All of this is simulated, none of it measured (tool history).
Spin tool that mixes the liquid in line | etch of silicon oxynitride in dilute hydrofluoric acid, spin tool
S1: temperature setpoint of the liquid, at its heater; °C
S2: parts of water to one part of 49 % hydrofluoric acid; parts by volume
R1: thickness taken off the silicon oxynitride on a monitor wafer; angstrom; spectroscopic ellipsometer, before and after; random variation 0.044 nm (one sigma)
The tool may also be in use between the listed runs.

run 1 hour=0.0 | S1=23.0 S2=225 time_under_the_liquid_(s)=295 | R1=46.436
run 2 hour=1.2 | S1=22.0 S2=230 time_under_the_liquid_(s)=295 | R1=43.593
run 3 hour=6.1 | S1=22.0 S2=230 time_under_the_liquid_(s)=315 | R1=45.952
run 4 hour=10.5 | S1=21.0 S2=230 time_under_the_liquid_(s)=315 | R1=44.163
run 5 hour=16.5 | S1=23.0 S2=230 time_under_the_liquid_(s)=315 | R1=47.602
run 6 hour=23.5 | S1=22.0 S2=235 time_under_the_liquid_(s)=315 | R1=45.025
run 7 hour=27.7 | S1=21.0 S2=240 time_under_the_liquid_(s)=315 | R1=41.252
run 8 hour=31.2 | S1=20.5 S2=240 time_under_the_liquid_(s)=315 | R1=40.550
run 9 hour=35.2 | S1=20.5 S2=240 time_under_the_liquid_(s)=315 | R1=41.028

Run 10 comes next. What will it give?
run 10 hour=37.7 | S1=20.0 S2=240 time_under_the_liquid_(s)=315 | R1=?

Run 10 gave R1 40.253 angstrom.
